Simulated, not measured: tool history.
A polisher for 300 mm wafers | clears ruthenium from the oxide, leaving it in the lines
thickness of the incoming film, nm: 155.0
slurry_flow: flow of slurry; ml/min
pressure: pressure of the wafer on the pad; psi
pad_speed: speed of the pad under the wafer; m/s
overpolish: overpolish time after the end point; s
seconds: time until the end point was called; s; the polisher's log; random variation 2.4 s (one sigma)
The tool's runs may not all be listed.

run	hour	slurry_flow	pressure	pad_speed	overpolish	seconds
1	0.0	315	2.2	1.18	45	117.68
2	6.0	315	2.2	1.18	48	116.34
3	11.2	370	2.2	1.18	48	114.49
4	14.0	370	1.8	1.18	48	137.89
5	18.0	370	1.8	1.28	48	132.67
# hour 22.6: head pressure recalibrated
6	22.6	370	1.5	1.26	48	176.80
7	29.6	350	1.5	1.26	48	178.05
8	32.0	350	1.2	1.26	48	219.44
9	33.1	365	1.2	1.26	48	218.19

The next listed run, before its measurement:
10	39.3	380	1.2	1.26	48	?

Run 10 gave seconds 216.90 s.
